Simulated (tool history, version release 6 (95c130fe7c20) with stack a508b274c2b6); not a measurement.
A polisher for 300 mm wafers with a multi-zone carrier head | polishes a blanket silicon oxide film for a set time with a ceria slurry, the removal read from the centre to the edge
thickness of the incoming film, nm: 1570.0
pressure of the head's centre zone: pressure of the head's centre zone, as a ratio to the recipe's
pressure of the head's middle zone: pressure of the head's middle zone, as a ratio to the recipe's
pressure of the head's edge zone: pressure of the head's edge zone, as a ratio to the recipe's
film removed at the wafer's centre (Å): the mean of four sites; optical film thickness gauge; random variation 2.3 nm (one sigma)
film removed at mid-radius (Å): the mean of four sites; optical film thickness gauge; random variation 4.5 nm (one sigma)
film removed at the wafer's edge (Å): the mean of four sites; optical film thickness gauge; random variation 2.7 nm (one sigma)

run  hour  flow of slurry (ml/min)  pressure of the head's centre zone  pressure of the head's middle zone  pressure of the head's edge zone  polishing time (s)  film removed at the wafer's centre (Å)  film removed at mid-radius (Å)  film removed at the wafer's edge (Å)
  1     0                      290                                   1                                   1                                 1                  58                                    4053                          4435.2                                4389.4
  2   2.1                      290                                   1                                   1                              0.93                  58                                  4052.8                          4502.7                                4269.7
  3   9.1                      290                                1.02                                   1                               0.9                  54                                  3838.4                          4119.7                                3945.5
  4  10.7                      290                                1.04                                1.01                              0.87                  52                                  3777.8                          4070.5                                3798.7
  5    16                      290                                1.05                                1.01                              0.85                  50                                  3657.3                          3806.9                                3646.3
     19.9  -- centre zone pressure recalibrated
  6  19.9                      290                                1.11                                1.01                              0.85                  50                                  4248.6                            3841                                3633.3
  7    25                      290                                1.11                                1.01                              0.85                  50                                  4254.4                          3901.4                                3652.3
  8  26.6                      285                                 1.1                                1.02                              0.84                  49                                  4142.9                          3891.8                                3538.2
  9  28.9                      270                                1.08                                1.02                              0.83                  48                                  3977.8                          3696.5                                3514.6
 10  37.5                      290                                1.08                                1.02                              0.83                  47                                  3941.3                          3738.7                                3414.4
 11  45.2                      255                                0.99                                1.05                              0.82                  45                                  3384.6                          3608.2                                3238.4

Forecast run 12:
 12    50                      255                                0.99                                1.05                              0.83                  45                                       ?                               ?                                     ?

film removed at the wafer's centre (Å): 3411.4
film removed at mid-radius (Å): 3616.7
film removed at the wafer's edge (Å): 3231.8

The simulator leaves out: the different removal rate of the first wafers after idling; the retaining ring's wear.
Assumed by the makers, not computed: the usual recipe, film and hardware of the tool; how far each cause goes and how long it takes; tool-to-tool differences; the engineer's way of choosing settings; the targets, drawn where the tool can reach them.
